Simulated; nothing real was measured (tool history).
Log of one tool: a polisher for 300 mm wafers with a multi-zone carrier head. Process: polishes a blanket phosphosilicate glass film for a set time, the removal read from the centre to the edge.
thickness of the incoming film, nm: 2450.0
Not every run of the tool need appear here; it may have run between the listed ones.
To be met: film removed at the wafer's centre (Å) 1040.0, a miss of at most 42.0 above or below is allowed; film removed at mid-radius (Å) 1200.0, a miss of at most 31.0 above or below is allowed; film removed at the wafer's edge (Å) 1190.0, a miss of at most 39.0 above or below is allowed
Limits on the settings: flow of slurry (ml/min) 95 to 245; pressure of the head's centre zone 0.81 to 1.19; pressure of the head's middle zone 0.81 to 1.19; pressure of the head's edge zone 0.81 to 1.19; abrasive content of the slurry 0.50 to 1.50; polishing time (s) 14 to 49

| run | hour | flow of slurry (ml/min) | pressure of the head's centre zone | pressure of the head's middle zone | pressure of the head's edge zone | abrasive content of the slurry | polishing time (s) | film removed at the wafer's centre (Å) | film removed at mid-radius (Å) | film removed at the wafer's edge (Å) |
|---|---|---|---|---|---|---|---|---|---|---|
| 1 | 0.0 | 155 | 1.00 | 1.00 | 1.00 | 1.00 | 31 | 1257.2 | 1253.2 | 1246.5 |
| 2 | 1.2 | 145 | 0.97 | 1.00 | 1.00 | 1.00 | 31 | 1201.8 | 1264.3 | 1236.0 |
| 3 | 6.2 | 145 | 0.97 | 1.00 | 0.94 | 1.00 | 31 | 1202.2 | 1233.0 | 1201.4 |
| 4 | 11.5 | 145 | 1.06 | 1.00 | 0.94 | 1.00 | 31 | 1302.2 | 1234.7 | 1214.6 |
| 5 | 16.0 | 145 | 1.06 | 1.00 | 0.94 | 1.15 | 31 | 1387.7 | 1297.2 | 1257.1 |
| 6 | 20.6 | 135 | 1.00 | 0.99 | 0.94 | 1.10 | 31 | 1257.9 | 1265.4 | 1207.1 |
| 7 | 22.5 | 100 | 0.90 | 0.94 | 1.03 | 1.10 | 31 | 1066.0 | 1126.3 | 1223.8 |
| 8 | 25.4 | 105 | 0.89 | 0.95 | 1.01 | 1.10 | 31 | 1051.5 | 1161.1 | 1231.5 |
| 9 | 26.4 | 105 | 0.89 | 0.96 | 0.99 | 1.10 | 31 | 1065.2 | 1159.3 | 1207.5 |

Which one of the following 4 next-run settings gets every result inside its allowed miss? There is exactly one.
| A | 27.4 | 100 | 0.87 | 0.88 | 1.08 | 1.05 | 32 | ? | ? | ? |
| B | 27.4 | 115 | 0.99 | 0.98 | 1.02 | 0.95 | 30 | ? | ? | ? |
| C | 27.4 | 95 | 0.91 | 0.92 | 1.02 | 1.05 | 32 | ? | ? | ? |
| D | 27.4 | 125 | 0.88 | 1.02 | 1.01 | 1.00 | 30 | ? | ? | ? |

| move | film removed at the wafer's centre (Å) | film removed at mid-radius (Å) | film removed at the wafer's edge (Å) |
|---|---|---|---|
| A | 1028.9 | 1078.9 | 1281.6 |
| B | 1106.1 | 1107.1 | 1161.2 |
| C | 1061.4 | 1105.3 | 1240.0 |
| D | 1018.3 | 1184.5 | 1188.7 |
A: moves away from the targets compared with the last run
B: moves away from the targets compared with the last run
C: moves away from the targets compared with the last run
D: each result inside its tolerance
The move that meets every target is D.
